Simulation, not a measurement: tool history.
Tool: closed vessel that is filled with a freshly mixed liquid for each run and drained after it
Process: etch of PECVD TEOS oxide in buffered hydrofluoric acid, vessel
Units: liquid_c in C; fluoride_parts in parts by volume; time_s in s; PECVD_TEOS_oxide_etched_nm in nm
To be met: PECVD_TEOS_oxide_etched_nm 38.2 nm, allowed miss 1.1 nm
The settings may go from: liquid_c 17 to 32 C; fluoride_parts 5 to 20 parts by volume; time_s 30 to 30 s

run 1 hour=0 | liquid_c=25 fluoride_parts=12 time_s=30 | PECVD_TEOS_oxide_etched_nm=52.432
run 2 hour=4.8 | liquid_c=27.5 fluoride_parts=12 time_s=30 | PECVD_TEOS_oxide_etched_nm=59.657
run 3 hour=8.5 | liquid_c=30 fluoride_parts=12 time_s=30 | PECVD_TEOS_oxide_etched_nm=68.278
run 4 hour=11.8 | liquid_c=27 fluoride_parts=12 time_s=30 | PECVD_TEOS_oxide_etched_nm=58.269
run 5 hour=13.8 | liquid_c=27 fluoride_parts=15 time_s=30 | PECVD_TEOS_oxide_etched_nm=46.308
run 6 hour=17.5 | liquid_c=26.5 fluoride_parts=15 time_s=30 | PECVD_TEOS_oxide_etched_nm=44.673
run 7 hour=18.6 | liquid_c=26 fluoride_parts=15 time_s=30 | PECVD_TEOS_oxide_etched_nm=43.921
run 8 hour=24.6 | liquid_c=25.5 fluoride_parts=15 time_s=30 | PECVD_TEOS_oxide_etched_nm=42.783
run 9 hour=33.6 | liquid_c=25 fluoride_parts=15 time_s=30 | PECVD_TEOS_oxide_etched_nm=41.406
run 10 hour=40.6 | liquid_c=24.5 fluoride_parts=15 time_s=30 | PECVD_TEOS_oxide_etched_nm=40.464

Which of these 4 next moves meets every target?
run A hour=47.6 | liquid_c=23 fluoride_parts=14.5 time_s=30 | PECVD_TEOS_oxide_etched_nm=?
run B hour=47.6 | liquid_c=22.5 fluoride_parts=12.5 time_s=30 | PECVD_TEOS_oxide_etched_nm=?
run C hour=47.6 | liquid_c=27 fluoride_parts=16 time_s=30 | PECVD_TEOS_oxide_etched_nm=?
run D hour=47.6 | liquid_c=24 fluoride_parts=14 time_s=30 | PECVD_TEOS_oxide_etched_nm=?

move=A PECVD_TEOS_oxide_etched_nm=39.142
move=B PECVD_TEOS_oxide_etched_nm=44.045
move=C PECVD_TEOS_oxide_etched_nm=44.15
move=D PECVD_TEOS_oxide_etched_nm=42.795
A: meets every target
B: further off than the last run
C: further off than the last run
D: further off than the last run
Answer: A

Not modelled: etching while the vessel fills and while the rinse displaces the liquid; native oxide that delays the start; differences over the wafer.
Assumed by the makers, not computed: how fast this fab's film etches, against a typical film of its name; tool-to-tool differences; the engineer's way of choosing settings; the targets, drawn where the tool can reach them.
